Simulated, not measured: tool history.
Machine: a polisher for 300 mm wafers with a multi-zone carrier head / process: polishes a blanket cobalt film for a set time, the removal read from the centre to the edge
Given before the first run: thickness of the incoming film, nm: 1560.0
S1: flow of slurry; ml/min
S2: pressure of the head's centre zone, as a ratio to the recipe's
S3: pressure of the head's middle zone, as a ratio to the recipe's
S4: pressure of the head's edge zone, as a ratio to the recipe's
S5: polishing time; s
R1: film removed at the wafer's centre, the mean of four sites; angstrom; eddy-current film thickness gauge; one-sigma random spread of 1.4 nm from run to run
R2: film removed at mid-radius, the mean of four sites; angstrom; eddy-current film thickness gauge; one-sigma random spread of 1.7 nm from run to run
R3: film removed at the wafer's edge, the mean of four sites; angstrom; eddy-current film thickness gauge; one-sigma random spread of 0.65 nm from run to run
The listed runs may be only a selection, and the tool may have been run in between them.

run 1 hour=0.0 | S1=135 S2=1.00 S3=1.00 S4=1.00 S5=47 | R1=1729.2 R2=1835.9 R3=1801.4
run 2 hour=5.0 | S1=135 S2=1.00 S3=1.00 S4=1.00 S5=55 | R1=2085.7 R2=2175.0 R3=2124.1
run 3 hour=9.5 | S1=135 S2=1.00 S3=1.00 S4=1.03 S5=55 | R1=2063.8 R2=2113.0 R3=2178.2
run 4 hour=14.1 | S1=105 S2=1.00 S3=1.00 S4=1.03 S5=55 | R1=1966.7 R2=1996.1 R3=2121.4
run 5 hour=19.1 | S1=105 S2=0.99 S3=1.00 S4=1.01 S5=52 | R1=1858.3 R2=1869.9 R3=1979.9
run 6 hour=22.5 | S1=105 S2=0.98 S3=1.00 S4=0.99 S5=49 | R1=1676.1 R2=1832.3 R3=1839.0
run 7 hour=25.7 | S1=105 S2=0.98 S3=0.99 S4=0.98 S5=46 | R1=1645.1 R2=1662.5 R3=1709.5

For run 8, what comes out?
run 8 hour=29.7 | S1=105 S2=0.97 S3=0.99 S4=0.97 S5=44 | R1=? R2=? R3=?

R1: 1532.2 angstrom
R2: 1620.5 angstrom
R3: 1657.6 angstrom
